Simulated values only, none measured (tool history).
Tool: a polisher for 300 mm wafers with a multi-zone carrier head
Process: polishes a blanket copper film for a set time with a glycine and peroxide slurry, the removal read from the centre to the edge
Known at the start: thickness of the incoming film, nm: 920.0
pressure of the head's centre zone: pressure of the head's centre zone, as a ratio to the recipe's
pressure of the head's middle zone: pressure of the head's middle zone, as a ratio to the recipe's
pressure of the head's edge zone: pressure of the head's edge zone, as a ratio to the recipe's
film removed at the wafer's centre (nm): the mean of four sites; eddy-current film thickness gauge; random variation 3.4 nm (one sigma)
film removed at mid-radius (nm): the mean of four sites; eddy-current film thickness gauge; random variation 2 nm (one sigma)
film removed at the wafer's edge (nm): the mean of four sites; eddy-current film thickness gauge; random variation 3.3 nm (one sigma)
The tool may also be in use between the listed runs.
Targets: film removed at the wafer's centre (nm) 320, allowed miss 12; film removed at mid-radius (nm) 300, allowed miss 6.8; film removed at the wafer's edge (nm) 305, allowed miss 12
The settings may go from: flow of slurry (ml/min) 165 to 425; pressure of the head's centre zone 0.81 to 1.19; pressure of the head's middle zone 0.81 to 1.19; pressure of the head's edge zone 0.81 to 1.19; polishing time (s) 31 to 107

run	hour	flow of slurry (ml/min)	pressure of the head's centre zone	pressure of the head's middle zone	pressure of the head's edge zone	polishing time (s)	film removed at the wafer's centre (nm)	film removed at mid-radius (nm)	film removed at the wafer's edge (nm)
1	0	275	1	1	1	69	245.51	264.72	261.17
2	2.1	290	1.06	1.02	1.05	70	270.97	272.71	273.32
3	10	305	1.09	1.04	1.09	71	275.07	280.55	275.18
4	17	300	1.11	1.03	1.1	73	284.3	287.95	291.12
5	18.8	235	1.11	1.03	1.1	73	277.99	281.66	278.93
# hour 22.6: centre zone pressure recalibrated
6	22.6	235	1.11	0.99	1.1	73	313.34	270.66	283.97
7	27.6	245	1.12	1	1.1	74	322.68	280.11	285.74
8	29.2	260	1.12	1.01	1.11	75	324.79	287.66	300.35
9	36.8	265	1.12	1.02	1.11	75	331.13	290.23	292.17
10	41.6	275	1.1	1.02	1.12	75	326.45	289.02	298.34

Which of these 5 next moves meets every target?
A	46.4	165	1.19	1.17	1.19	74	?	?	?
B	46.4	290	1.1	1	1.18	74	?	?	?
C	46.4	245	1.12	0.94	1.07	80	?	?	?
D	46.4	275	1.07	0.97	1.16	76	?	?	?
E	46.4	310	1.06	1.02	1.07	77	?	?	?

move	film removed at the wafer's centre (nm)	film removed at mid-radius (nm)	film removed at the wafer's edge (nm)
A	316.08	301.13	289.41
B	318.59	283.81	305.2
C	343.15	286.04	309.81
D	316.82	282.61	309.52
E	322.49	302.34	303.48
A: brings the result that was furthest off to its target, and leaves another outside
B: further off than the last run
C: further off than the last run
D: further off than the last run
E: meets every target
Move E is the one to make.
